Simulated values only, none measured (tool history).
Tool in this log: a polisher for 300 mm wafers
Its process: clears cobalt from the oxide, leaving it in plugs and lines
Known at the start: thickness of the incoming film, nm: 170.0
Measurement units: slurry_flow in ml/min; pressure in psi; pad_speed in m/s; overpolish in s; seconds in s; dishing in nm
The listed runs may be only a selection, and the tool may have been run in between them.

{"run": 1, "day": 0.0, "slurry_flow": 225, "pressure": 2.0, "pad_speed": 1.14, "overpolish": 12, "seconds": 32.26, "dishing": 37.691}
{"run": 2, "day": 0.333, "slurry_flow": 225, "pressure": 1.8, "pad_speed": 1.14, "overpolish": 12, "seconds": 36.065, "dishing": 34.853}
{"run": 3, "day": 0.383, "slurry_flow": 190, "pressure": 1.8, "pad_speed": 1.14, "overpolish": 12, "seconds": 36.691, "dishing": 35.557}
{"run": 4, "day": 0.604, "slurry_flow": 165, "pressure": 1.8, "pad_speed": 1.14, "overpolish": 12, "seconds": 36.766, "dishing": 34.6}
{"run": 5, "day": 0.654, "slurry_flow": 165, "pressure": 1.8, "pad_speed": 1.14, "overpolish": 15, "seconds": 36.883, "dishing": 39.333}
{"run": 6, "day": 0.838, "slurry_flow": 165, "pressure": 2.0, "pad_speed": 1.14, "overpolish": 15, "seconds": 33.706, "dishing": 41.835}

The next listed run, before its measurement:
{"run": 7, "day": 0.896, "slurry_flow": 165, "pressure": 1.8, "pad_speed": 1.14, "overpolish": 14, "seconds": "?", "dishing": "?"}

{"run 7": {"seconds": 36.206, "dishing": 37.31}}
